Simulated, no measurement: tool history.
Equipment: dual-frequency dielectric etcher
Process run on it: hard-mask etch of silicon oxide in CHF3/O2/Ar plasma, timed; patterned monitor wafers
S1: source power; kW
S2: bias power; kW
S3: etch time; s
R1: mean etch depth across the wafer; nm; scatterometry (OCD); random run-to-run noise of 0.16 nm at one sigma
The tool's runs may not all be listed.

Run 1, day 0: S1 0.77 kW, S2 0.13 kW, S3 18.5 s. Result: R1 37.921 nm.
Run 2, day 0.075: S1 0.77 kW, S2 0.13 kW, S3 17 s. Result: R1 35.17 nm.
Run 3, day 0.104: S1 0.83 kW, S2 0.133 kW, S3 17 s. Result: R1 36.536 nm.
Run 4, day 0.275: S1 0.87 kW, S2 0.137 kW, S3 17 s. Result: R1 37.329 nm.
Run 5, day 0.333: S1 0.87 kW, S2 0.137 kW, S3 17 s. Result: R1 37.31 nm.
Run 6, day 0.708: S1 0.91 kW, S2 0.141 kW, S3 17 s. Result: R1 38.548 nm.

Run 7 comes next. What will it give?
Run 7, day 0.983: S1 1.06 kW, S2 0.144 kW, S3 17 s. Result: R1 ?.

{"run 7": {"R1": 41.286}}
